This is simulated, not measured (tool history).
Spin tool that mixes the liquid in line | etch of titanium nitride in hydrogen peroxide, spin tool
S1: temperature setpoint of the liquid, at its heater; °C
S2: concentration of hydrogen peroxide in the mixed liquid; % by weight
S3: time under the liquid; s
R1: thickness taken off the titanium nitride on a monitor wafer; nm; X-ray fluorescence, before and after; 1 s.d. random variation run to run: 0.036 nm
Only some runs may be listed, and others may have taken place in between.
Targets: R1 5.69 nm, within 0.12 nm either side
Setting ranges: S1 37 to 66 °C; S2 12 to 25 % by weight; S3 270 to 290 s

run,hour,S1,S2,S3,R1
1,0,53,17,270,12.985
2,6.2,56,17,270,16.133
3,9.6,54,17,270,13.891
4,12.7,52.5,17,270,12.592
5,16.5,52.5,17,290,13.567
6,25,59,17,290,21.318
7,28.2,56.5,17,290,17.956
8,34.1,54,17,290,15.289
9,40.9,52,17,290,13.048
10,46.9,50.5,17,290,11.556
11,54.8,49,17,290,10.414
12,60.7,48,17,290,9.8231
13,66.1,47,17,290,9.0749
14,69.8,46,17,290,8.4157
15,76.8,45.5,17,290,8.1634
16,84.5,45,17,290,7.8237
17,92.4,44.5,17,290,7.5221
18,99.9,44,17,290,7.2302
19,106.4,43.5,17,290,6.9609
20,108.7,43,17,290,6.7834
21,112.1,42.5,17,290,6.5133
22,118.9,41.5,17,290,6.0253

Next run, 5 choices. One meets every target within its allowed miss, the rest don't. Which?
A,125.7,41.5,18.5,270,?
B,125.7,43,16,285,?
C,125.7,43.5,16,270,?
D,125.7,42.5,16.5,270,?
E,125.7,42,16,290,?

move,R1
A,5.7472
B,6.5911
C,6.4839
D,6.0518
E,6.2177
A: all results in spec
B: misses by more than the last run did
C: misses by more than the last run did
D: misses by more than the last run did
E: misses by more than the last run did
So the answer is move A, the one that meets all the targets.

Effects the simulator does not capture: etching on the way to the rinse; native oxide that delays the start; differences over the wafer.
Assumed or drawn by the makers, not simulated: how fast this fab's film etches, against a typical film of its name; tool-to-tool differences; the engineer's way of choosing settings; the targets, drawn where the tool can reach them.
